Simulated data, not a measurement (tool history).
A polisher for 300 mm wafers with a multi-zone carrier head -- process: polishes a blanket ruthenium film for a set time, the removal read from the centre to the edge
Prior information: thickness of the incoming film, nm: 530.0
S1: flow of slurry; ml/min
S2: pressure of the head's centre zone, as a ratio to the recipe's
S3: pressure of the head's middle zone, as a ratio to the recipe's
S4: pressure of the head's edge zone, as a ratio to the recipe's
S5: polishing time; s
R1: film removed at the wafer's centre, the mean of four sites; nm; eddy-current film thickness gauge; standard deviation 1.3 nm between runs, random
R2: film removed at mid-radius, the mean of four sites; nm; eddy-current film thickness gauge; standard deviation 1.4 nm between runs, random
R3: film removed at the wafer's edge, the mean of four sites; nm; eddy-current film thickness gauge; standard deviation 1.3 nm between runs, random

{"run": 1, "day": 0.0, "S1": 130, "S2": 1, "S3": 1, "S4": 1, "S5": 53, "R1": 79.969, "R2": 83.535, "R3": 78.174}
{"run": 2, "day": 0.25, "S1": 145, "S2": 1, "S3": 1, "S4": 1, "S5": 53, "R1": 82.574, "R2": 83.004, "R3": 80.377}
{"run": 3, "day": 0.471, "S1": 145, "S2": 1, "S3": 1, "S4": 1.04, "S5": 53, "R1": 80.422, "R2": 83.339, "R3": 81.282}
{"run": 4, "day": 0.562, "S1": 155, "S2": 1.04, "S3": 1.01, "S4": 1.04, "S5": 55, "R1": 90.119, "R2": 86.165, "R3": 85.108}
{"run": 5, "day": 0.792, "S1": 155, "S2": 1.04, "S3": 1.01, "S4": 1.04, "S5": 45, "R1": 74.308, "R2": 72.091, "R3": 70.225}
{"run": 6, "day": 1.092, "S1": 155, "S2": 1.04, "S3": 1.01, "S4": 0.97, "S5": 45, "R1": 73.547, "R2": 73.534, "R3": 67.33}

Estimate the outcome of run 7 from the log above:
{"run": 7, "day": 1.392, "S1": 160, "S2": 1.07, "S3": 1.02, "S4": 0.99, "S5": 49, "R1": "?", "R2": "?", "R3": "?"}

Run 7 gave R1 83.201 nm, R2 78.667 nm, R3 73.543 nm.
